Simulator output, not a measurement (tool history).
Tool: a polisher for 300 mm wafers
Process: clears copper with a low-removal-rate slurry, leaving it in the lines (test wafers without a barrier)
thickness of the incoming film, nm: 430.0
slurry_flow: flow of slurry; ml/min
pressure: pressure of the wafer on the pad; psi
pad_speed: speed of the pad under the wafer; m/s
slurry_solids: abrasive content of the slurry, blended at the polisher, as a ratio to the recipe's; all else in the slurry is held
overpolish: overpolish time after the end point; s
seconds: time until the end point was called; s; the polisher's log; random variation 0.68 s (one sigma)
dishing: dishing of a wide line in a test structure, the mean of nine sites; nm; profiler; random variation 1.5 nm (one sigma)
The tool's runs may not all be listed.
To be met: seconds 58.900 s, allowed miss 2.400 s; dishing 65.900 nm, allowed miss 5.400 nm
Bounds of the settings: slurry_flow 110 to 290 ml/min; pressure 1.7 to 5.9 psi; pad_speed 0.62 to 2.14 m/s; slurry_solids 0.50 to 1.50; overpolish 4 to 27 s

Run 1, day 0.000: slurry_flow 185 ml/min, pressure 3.8 psi, pad_speed 1.38 m/s, slurry_solids 1.00, overpolish 14 s. Result: seconds 79.894 s, dishing 43.392 nm.
Run 2, day 0.367: slurry_flow 185 ml/min, pressure 4.1 psi, pad_speed 1.38 m/s, slurry_solids 1.00, overpolish 15 s. Result: seconds 76.227 s, dishing 47.989 nm.
Run 3, day 0.396: slurry_flow 185 ml/min, pressure 4.4 psi, pad_speed 1.38 m/s, slurry_solids 1.00, overpolish 16 s. Result: seconds 72.499 s, dishing 53.421 nm.
Run 4, day 0.662: slurry_flow 185 ml/min, pressure 4.4 psi, pad_speed 1.38 m/s, slurry_solids 1.00, overpolish 13 s. Result: seconds 72.025 s, dishing 46.354 nm.
Run 5, day 0.762: slurry_flow 185 ml/min, pressure 3.6 psi, pad_speed 1.38 m/s, slurry_solids 1.00, overpolish 13 s. Result: seconds 82.807 s, dishing 40.031 nm.
Run 6, day 0.950: slurry_flow 185 ml/min, pressure 3.6 psi, pad_speed 1.38 m/s, slurry_solids 1.00, overpolish 17 s. Result: seconds 81.828 s, dishing 50.142 nm.
Run 7, day 1.079: slurry_flow 195 ml/min, pressure 4.6 psi, pad_speed 1.40 m/s, slurry_solids 1.00, overpolish 18 s. Result: seconds 68.895 s, dishing 57.173 nm.
Run 8, day 1.362: slurry_flow 195 ml/min, pressure 4.8 psi, pad_speed 1.40 m/s, slurry_solids 1.00, overpolish 18 s. Result: seconds 66.148 s, dishing 58.162 nm.
Run 9, day 1.562: slurry_flow 195 ml/min, pressure 4.8 psi, pad_speed 1.40 m/s, slurry_solids 1.00, overpolish 18 s. Result: seconds 66.910 s, dishing 56.766 nm.
Run 10, day 1.658: slurry_flow 195 ml/min, pressure 5.0 psi, pad_speed 1.40 m/s, slurry_solids 1.00, overpolish 18 s. Result: seconds 65.484 s, dishing 57.261 nm.
Run 11, day 2.008: slurry_flow 195 ml/min, pressure 5.2 psi, pad_speed 1.40 m/s, slurry_solids 1.00, overpolish 19 s. Result: seconds 64.354 s, dishing 62.763 nm.
Run 12, day 2.167: slurry_flow 200 ml/min, pressure 5.3 psi, pad_speed 1.40 m/s, slurry_solids 1.00, overpolish 19 s. Result: seconds 62.290 s, dishing 61.140 nm.
Run 13, day 2.325: slurry_flow 200 ml/min, pressure 5.4 psi, pad_speed 1.40 m/s, slurry_solids 1.00, overpolish 19 s. Result: seconds 62.482 s, dishing 62.317 nm.
Run 14, day 2.379: slurry_flow 200 ml/min, pressure 5.4 psi, pad_speed 1.40 m/s, slurry_solids 1.00, overpolish 19 s. Result: seconds 62.695 s, dishing 59.822 nm.

Which of these 4 next moves meets every target?
Run A, day 2.433: slurry_flow 220 ml/min, pressure 5.7 psi, pad_speed 1.26 m/s, slurry_solids 1.00, overpolish 21 s. Result: seconds ?, dishing ?.
Run B, day 2.433: slurry_flow 210 ml/min, pressure 5.8 psi, pad_speed 1.48 m/s, slurry_solids 0.85, overpolish 20 s. Result: seconds ?, dishing ?.
Run C, day 2.433: slurry_flow 195 ml/min, pressure 5.1 psi, pad_speed 1.34 m/s, slurry_solids 0.95, overpolish 13 s. Result: seconds ?, dishing ?.
Run D, day 2.433: slurry_flow 250 ml/min, pressure 4.6 psi, pad_speed 1.66 m/s, slurry_solids 0.80, overpolish 15 s. Result: seconds ?, dishing ?.

move  seconds  dishing
   A   62.802   63.840
   B   57.698   64.950
   C   66.741   47.060
   D   61.711   53.575
A: as far off as the last run
B: meets every target
C: further off than the last run
D: further off than the last run
Answer: B
